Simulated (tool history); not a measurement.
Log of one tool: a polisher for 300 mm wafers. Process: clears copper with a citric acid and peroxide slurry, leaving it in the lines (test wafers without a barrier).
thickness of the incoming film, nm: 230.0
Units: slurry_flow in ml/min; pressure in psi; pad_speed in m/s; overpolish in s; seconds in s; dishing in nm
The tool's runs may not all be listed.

run  hour  slurry_flow  pressure  pad_speed  slurry_solids  overpolish  seconds  dishing
  1     0          220       2.8       1.34              1          16   86.332   32.071
  2   5.3          220         3       1.34              1          16   81.497   34.019
  3  13.1          220       3.2       1.34              1          16    75.35   36.749
  4  20.3          220       3.9       1.34              1          16   61.092   39.792
  5  28.9          220         4       1.34              1          17   58.954   44.641
  6  33.8          220         4       1.34            0.8          17   61.438   41.282

The next listed run, before its measurement:
  7  41.5          225       4.4       1.36           0.85          19        ?        ?

{"run 7": {"seconds": 55.996, "dishing": 53.08}}
